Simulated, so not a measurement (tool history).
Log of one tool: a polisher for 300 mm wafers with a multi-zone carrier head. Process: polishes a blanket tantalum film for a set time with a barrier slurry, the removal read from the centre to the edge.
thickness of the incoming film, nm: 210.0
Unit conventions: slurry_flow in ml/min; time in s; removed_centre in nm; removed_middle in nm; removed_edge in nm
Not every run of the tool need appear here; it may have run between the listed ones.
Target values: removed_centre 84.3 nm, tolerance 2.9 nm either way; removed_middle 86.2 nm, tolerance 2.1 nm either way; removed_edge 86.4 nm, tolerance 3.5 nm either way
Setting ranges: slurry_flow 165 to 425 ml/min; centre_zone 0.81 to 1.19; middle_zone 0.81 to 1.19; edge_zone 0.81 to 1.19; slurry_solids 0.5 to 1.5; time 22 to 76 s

run 1 hour=0 | slurry_flow=275 centre_zone=1 middle_zone=1 edge_zone=1 slurry_solids=1 time=49 | removed_centre=61.261 removed_middle=60.647 removed_edge=60.185
run 2 hour=3.7 | slurry_flow=275 centre_zone=1 middle_zone=1 edge_zone=1 slurry_solids=0.9 time=49 | removed_centre=59.184 removed_middle=60.219 removed_edge=58.788
run 3 hour=8.6 | slurry_flow=235 centre_zone=1 middle_zone=1 edge_zone=1 slurry_solids=0.9 time=49 | removed_centre=57.48 removed_middle=58.785 removed_edge=57.136
run 4 hour=17.4 | slurry_flow=235 centre_zone=1 middle_zone=1.04 edge_zone=1 slurry_solids=0.9 time=49 | removed_centre=58.059 removed_middle=60.345 removed_edge=57.644
run 5 hour=20 | slurry_flow=235 centre_zone=1 middle_zone=1.04 edge_zone=1 slurry_solids=0.9 time=59 | removed_centre=70.254 removed_middle=73.413 removed_edge=70.58
run 6 hour=28 | slurry_flow=235 centre_zone=1 middle_zone=1.04 edge_zone=1 slurry_solids=0.9 time=65 | removed_centre=76.171 removed_middle=80.382 removed_edge=76.452
run 7 hour=34.6 | slurry_flow=245 centre_zone=1 middle_zone=1.04 edge_zone=1.02 slurry_solids=0.9 time=65 | removed_centre=77.777 removed_middle=81.002 removed_edge=76.771
run 8 hour=37 | slurry_flow=245 centre_zone=0.99 middle_zone=1.04 edge_zone=1.02 slurry_solids=0.95 time=65 | removed_centre=77.504 removed_middle=82.644 removed_edge=77.717
run 9 hour=42.2 | slurry_flow=245 centre_zone=0.99 middle_zone=1.03 edge_zone=1.03 slurry_solids=1 time=65 | removed_centre=76.788 removed_middle=82.786 removed_edge=79.114
run 10 hour=44 | slurry_flow=250 centre_zone=1 middle_zone=1.02 edge_zone=1.04 slurry_solids=1 time=65 | removed_centre=80.292 removed_middle=81.127 removed_edge=80.896
run 11 hour=51.3 | slurry_flow=255 centre_zone=1 middle_zone=1.02 edge_zone=1.05 slurry_solids=1 time=65 | removed_centre=80.329 removed_middle=81.519 removed_edge=81.29
run 12 hour=57.7 | slurry_flow=260 centre_zone=1 middle_zone=1.02 edge_zone=1.06 slurry_solids=1 time=65 | removed_centre=80.951 removed_middle=81.34 removed_edge=80.873
run 13 hour=64.3 | slurry_flow=265 centre_zone=1 middle_zone=1.02 edge_zone=1.07 slurry_solids=1 time=65 | removed_centre=81.573 removed_middle=82.484 removed_edge=81.956
run 14 hour=71.9 | slurry_flow=270 centre_zone=1 middle_zone=1.02 edge_zone=1.08 slurry_solids=1 time=65 | removed_centre=79.934 removed_middle=82.268 removed_edge=83.94

Which single option among these 5 for the next run brings every result within its allowed miss of target? Just one does.
run A hour=79.5 | slurry_flow=225 centre_zone=0.89 middle_zone=1.08 edge_zone=0.9 slurry_solids=1 time=69 | removed_centre=? removed_middle=? removed_edge=?
run B hour=79.5 | slurry_flow=240 centre_zone=0.95 middle_zone=1 edge_zone=1.16 slurry_solids=1 time=66 | removed_centre=? removed_middle=? removed_edge=?
run C hour=79.5 | slurry_flow=210 centre_zone=1.13 middle_zone=0.96 edge_zone=1.13 slurry_solids=1 time=68 | removed_centre=? removed_middle=? removed_edge=?
run D hour=79.5 | slurry_flow=315 centre_zone=0.95 middle_zone=0.98 edge_zone=1.02 slurry_solids=0.85 time=71 | removed_centre=? removed_middle=? removed_edge=?
run E hour=79.5 | slurry_flow=270 centre_zone=0.96 middle_zone=1.09 edge_zone=1 slurry_solids=1.05 time=64 | removed_centre=? removed_middle=? removed_edge=?

move=A removed_centre=76.239 removed_middle=88.685 removed_edge=79.074
move=B removed_centre=76.739 removed_middle=80.125 removed_edge=86.277
move=C removed_centre=86.821 removed_middle=78.204 removed_edge=86.5
move=D removed_centre=82.721 removed_middle=84.645 removed_edge=86.249
move=E removed_centre=76.93 removed_middle=85.664 removed_edge=79.187
A: carries the result that was furthest off beyond its target, to the other side
B: the biggest miss grows against the last run
C: the biggest miss grows against the last run
D: each result inside its tolerance
E: the furthest-off result lands on target, but another misses its tolerance
D is the move that brings every result within its allowed miss.

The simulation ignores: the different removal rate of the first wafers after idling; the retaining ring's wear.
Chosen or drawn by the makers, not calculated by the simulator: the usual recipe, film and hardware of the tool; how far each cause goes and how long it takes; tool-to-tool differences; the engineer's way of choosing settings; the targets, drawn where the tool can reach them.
